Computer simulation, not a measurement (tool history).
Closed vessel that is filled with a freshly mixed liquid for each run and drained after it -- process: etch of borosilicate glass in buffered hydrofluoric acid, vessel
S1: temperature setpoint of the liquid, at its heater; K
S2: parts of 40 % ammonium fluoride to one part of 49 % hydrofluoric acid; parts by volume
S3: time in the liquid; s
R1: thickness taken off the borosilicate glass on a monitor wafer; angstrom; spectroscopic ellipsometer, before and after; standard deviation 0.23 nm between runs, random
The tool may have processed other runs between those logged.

{"run": 1, "hour": 0.0, "S1": 294.15, "S2": 15, "S3": 95, "R1": 800.56}
{"run": 2, "hour": 5.4, "S1": 294.15, "S2": 17, "S3": 95, "R1": 709.8}
{"run": 3, "hour": 11.3, "S1": 297.15, "S2": 17, "S3": 95, "R1": 837.02}
{"run": 4, "hour": 12.4, "S1": 297.15, "S2": 19, "S3": 95, "R1": 746.23}
{"hour": 19.6, "done": "thermometer replaced"}
{"run": 5, "hour": 19.6, "S1": 300.15, "S2": 19, "S3": 95, "R1": 785.03}
{"run": 6, "hour": 22.1, "S1": 297.65, "S2": 19, "S3": 95, "R1": 691.55}
{"run": 7, "hour": 27.0, "S1": 296.65, "S2": 19, "S3": 95, "R1": 650.63}

Expected results for the next run?
{"run": 8, "hour": 31.4, "S1": 296.15, "S2": 19, "S3": 95, "R1": "?"}

R1: 630.39 angstrom

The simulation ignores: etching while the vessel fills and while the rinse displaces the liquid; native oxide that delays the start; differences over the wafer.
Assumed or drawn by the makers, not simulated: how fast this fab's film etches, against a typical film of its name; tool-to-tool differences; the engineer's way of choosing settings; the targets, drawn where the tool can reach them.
